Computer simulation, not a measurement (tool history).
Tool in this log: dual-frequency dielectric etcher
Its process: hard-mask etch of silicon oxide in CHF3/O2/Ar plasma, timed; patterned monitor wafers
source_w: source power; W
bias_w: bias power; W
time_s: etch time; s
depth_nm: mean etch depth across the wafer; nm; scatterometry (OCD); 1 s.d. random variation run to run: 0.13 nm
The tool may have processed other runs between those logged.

run,day,source_w,bias_w,time_s,depth_nm
1,0.000,760,121,14.5,28.164
2,0.275,720,120,14.5,26.998
3,0.554,720,120,14.5,27.089
4,0.829,700,120,14.5,26.719
5,1.062,680,120,14.5,26.152
6,1.258,670,120,14.5,25.814
7,1.283,670,120,14.5,26.135

Forecast run 8:
8,1.533,660,120,14.5,?

{"run 8": {"depth_nm": 25.691}}
